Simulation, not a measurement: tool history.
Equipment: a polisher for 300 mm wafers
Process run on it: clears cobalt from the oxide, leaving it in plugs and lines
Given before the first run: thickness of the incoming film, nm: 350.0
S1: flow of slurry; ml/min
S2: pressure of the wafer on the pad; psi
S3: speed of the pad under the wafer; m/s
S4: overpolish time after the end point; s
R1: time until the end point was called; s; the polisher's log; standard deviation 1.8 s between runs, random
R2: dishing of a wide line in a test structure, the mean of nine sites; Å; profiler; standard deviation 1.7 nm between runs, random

| run | day | S1 | S2 | S3 | S4 | R1 | R2 |
|---|---|---|---|---|---|---|---|
| 1 | 0 | 230 | 2 | 0.98 | 28 | 66.973 | 710.68 |
| 2 | 0.342 | 255 | 2 | 0.98 | 28 | 63.891 | 681.38 |
| 3 | 0.546 | 255 | 2 | 1.16 | 28 | 56.516 | 726.15 |
| 4 | 0.767 | 240 | 1.6 | 1.12 | 32 | 74.922 | 687.07 |
| 5 | 0.867 | 240 | 1.6 | 1.04 | 32 | 77.344 | 667.61 |
| 6 | 0.971 | 240 | 1.6 | 1.24 | 32 | 66.221 | 740.13 |

Expected results for the next run?
| 7 | 1.029 | 225 | 1.4 | 1.2 | 36 | ? | ? |

{"run 7": {"R1": 77.909, "R2": 696.6}}
